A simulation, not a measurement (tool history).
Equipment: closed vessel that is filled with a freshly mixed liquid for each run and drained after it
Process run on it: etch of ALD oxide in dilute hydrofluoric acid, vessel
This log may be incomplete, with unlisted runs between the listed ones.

run  hour  temperature setpoint of the liquid (°C)  parts of water to one part of 49 % hydrofluoric acid (parts by volume)  time in the liquid (s)  thickness taken off the ALD oxide on a monitor wafer (nm)
  1   0.0                                     20.0                                                                     200                     650                                                     36.896
  2   8.3                                     19.5                                                                     220                     650                                                     32.126
  3  17.1                                     19.5                                                                     220                     650                                                     32.089
  4  25.5                                     19.0                                                                     240                     650                                                     28.380
  5  26.3                                     19.0                                                                     265                     650                                                     24.768
     27.9  -- hydrofluoric acid flow meter replaced
  6  27.9                                     19.0                                                                     195                     650                                                     33.772
  7  30.6                                     17.0                                                                     275                     650                                                     20.258
  8  34.5                                     17.0                                                                     280                     650                                                     19.987

Expected results for the next run?
  9  35.1                                     17.0                                                                     285                     650                                                          ?

{"run 9": {"thickness taken off the ALD oxide on a monitor wafer (nm)": 19.9}}
